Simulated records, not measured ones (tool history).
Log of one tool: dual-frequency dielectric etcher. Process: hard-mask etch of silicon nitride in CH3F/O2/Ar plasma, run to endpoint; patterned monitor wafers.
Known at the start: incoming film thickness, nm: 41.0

run	hour	source power (W)	bias power (W)	endpoint time (s)
1	0.0	310	54	70.620
2	3.1	280	52	74.819
3	10.1	280	59	70.695
4	16.8	320	59	66.321
5	18.8	370	59	63.716
6	27.3	370	63	62.364
7	29.0	310	52	72.758

Run 8 is up next; what results do you expect?
8	33.9	280	50	?

endpoint time (s): 76.238

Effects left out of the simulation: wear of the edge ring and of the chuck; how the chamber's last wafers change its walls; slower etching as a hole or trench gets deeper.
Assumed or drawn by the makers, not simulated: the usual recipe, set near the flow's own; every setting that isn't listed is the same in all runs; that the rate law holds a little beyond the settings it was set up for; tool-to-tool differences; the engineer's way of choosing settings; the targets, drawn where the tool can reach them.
